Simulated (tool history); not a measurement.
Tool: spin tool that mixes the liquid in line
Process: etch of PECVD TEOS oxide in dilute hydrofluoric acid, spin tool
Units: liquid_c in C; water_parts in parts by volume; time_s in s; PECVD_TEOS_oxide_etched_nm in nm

run 1 hour=0.0 | liquid_c=24.0 water_parts=295 time_s=285 | PECVD_TEOS_oxide_etched_nm=17.5200
run 2 hour=2.3 | liquid_c=24.0 water_parts=295 time_s=305 | PECVD_TEOS_oxide_etched_nm=18.7640
run 3 hour=4.2 | liquid_c=23.0 water_parts=295 time_s=305 | PECVD_TEOS_oxide_etched_nm=17.8020
run 4 hour=11.2 | liquid_c=21.0 water_parts=320 time_s=305 | PECVD_TEOS_oxide_etched_nm=15.2150
run 5 hour=17.4 | liquid_c=21.0 water_parts=320 time_s=285 | PECVD_TEOS_oxide_etched_nm=14.0970
run 6 hour=18.8 | liquid_c=20.0 water_parts=345 time_s=285 | PECVD_TEOS_oxide_etched_nm=12.5110
run 7 hour=23.2 | liquid_c=19.0 water_parts=365 time_s=285 | PECVD_TEOS_oxide_etched_nm=11.2510
run 8 hour=24.1 | liquid_c=18.5 water_parts=380 time_s=285 | PECVD_TEOS_oxide_etched_nm=10.4120

Forecast run 9:
run 9 hour=24.6 | liquid_c=18.0 water_parts=390 time_s=285 | PECVD_TEOS_oxide_etched_nm=?

Run 9 gave PECVD_TEOS_oxide_etched_nm 9.9524 nm.
